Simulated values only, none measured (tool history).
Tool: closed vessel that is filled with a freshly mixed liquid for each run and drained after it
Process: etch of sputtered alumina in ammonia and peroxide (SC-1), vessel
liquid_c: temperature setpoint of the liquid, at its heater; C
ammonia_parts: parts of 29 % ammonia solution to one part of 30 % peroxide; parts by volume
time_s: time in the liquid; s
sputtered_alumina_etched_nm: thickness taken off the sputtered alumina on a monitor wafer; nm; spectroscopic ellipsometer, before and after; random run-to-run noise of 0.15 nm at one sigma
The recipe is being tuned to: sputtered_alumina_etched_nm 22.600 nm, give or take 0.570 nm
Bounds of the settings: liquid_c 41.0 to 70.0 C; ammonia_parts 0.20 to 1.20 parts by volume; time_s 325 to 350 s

run 1 hour=0.0 | liquid_c=57.0 ammonia_parts=0.80 time_s=325 | sputtered_alumina_etched_nm=29.067
run 2 hour=1.0 | liquid_c=53.5 ammonia_parts=0.80 time_s=325 | sputtered_alumina_etched_nm=23.953
run 3 hour=9.1 | liquid_c=53.5 ammonia_parts=0.80 time_s=325 | sputtered_alumina_etched_nm=24.106
run 4 hour=11.1 | liquid_c=53.0 ammonia_parts=0.80 time_s=325 | sputtered_alumina_etched_nm=23.397
run 5 hour=12.5 | liquid_c=60.0 ammonia_parts=0.80 time_s=325 | sputtered_alumina_etched_nm=34.338
run 6 hour=14.4 | liquid_c=60.0 ammonia_parts=0.80 time_s=325 | sputtered_alumina_etched_nm=34.184
run 7 hour=19.6 | liquid_c=59.0 ammonia_parts=0.80 time_s=325 | sputtered_alumina_etched_nm=32.079
run 8 hour=28.0 | liquid_c=58.5 ammonia_parts=0.80 time_s=325 | sputtered_alumina_etched_nm=31.240
run 9 hour=33.0 | liquid_c=58.0 ammonia_parts=0.80 time_s=325 | sputtered_alumina_etched_nm=30.299
run 10 hour=42.1 | liquid_c=57.5 ammonia_parts=0.80 time_s=325 | sputtered_alumina_etched_nm=29.655
run 11 hour=47.9 | liquid_c=57.0 ammonia_parts=0.80 time_s=325 | sputtered_alumina_etched_nm=29.065
run 12 hour=51.7 | liquid_c=57.0 ammonia_parts=0.80 time_s=325 | sputtered_alumina_etched_nm=28.816
run 13 hour=58.6 | liquid_c=56.5 ammonia_parts=0.80 time_s=325 | sputtered_alumina_etched_nm=27.897
run 14 hour=64.1 | liquid_c=56.0 ammonia_parts=0.80 time_s=325 | sputtered_alumina_etched_nm=27.447
run 15 hour=72.2 | liquid_c=55.5 ammonia_parts=0.80 time_s=325 | sputtered_alumina_etched_nm=26.681
run 16 hour=81.0 | liquid_c=51.5 ammonia_parts=0.80 time_s=325 | sputtered_alumina_etched_nm=21.906
run 17 hour=88.9 | liquid_c=51.5 ammonia_parts=0.80 time_s=325 | sputtered_alumina_etched_nm=21.349

Exactly one of the 4 candidate moves below puts every result within its allowed miss. Which one?
run A hour=96.8 | liquid_c=51.5 ammonia_parts=0.55 time_s=330 | sputtered_alumina_etched_nm=?
run B hour=96.8 | liquid_c=53.0 ammonia_parts=0.60 time_s=325 | sputtered_alumina_etched_nm=?
run C hour=96.8 | liquid_c=50.5 ammonia_parts=0.85 time_s=325 | sputtered_alumina_etched_nm=?
run D hour=96.8 | liquid_c=50.0 ammonia_parts=0.70 time_s=350 | sputtered_alumina_etched_nm=?

move=A sputtered_alumina_etched_nm=21.013
move=B sputtered_alumina_etched_nm=22.632
move=C sputtered_alumina_etched_nm=20.423
move=D sputtered_alumina_etched_nm=21.006
A: misses by more than the last run did
B: each result inside its tolerance
C: misses by more than the last run did
D: misses by more than the last run did
Go with B: it meets all targets.
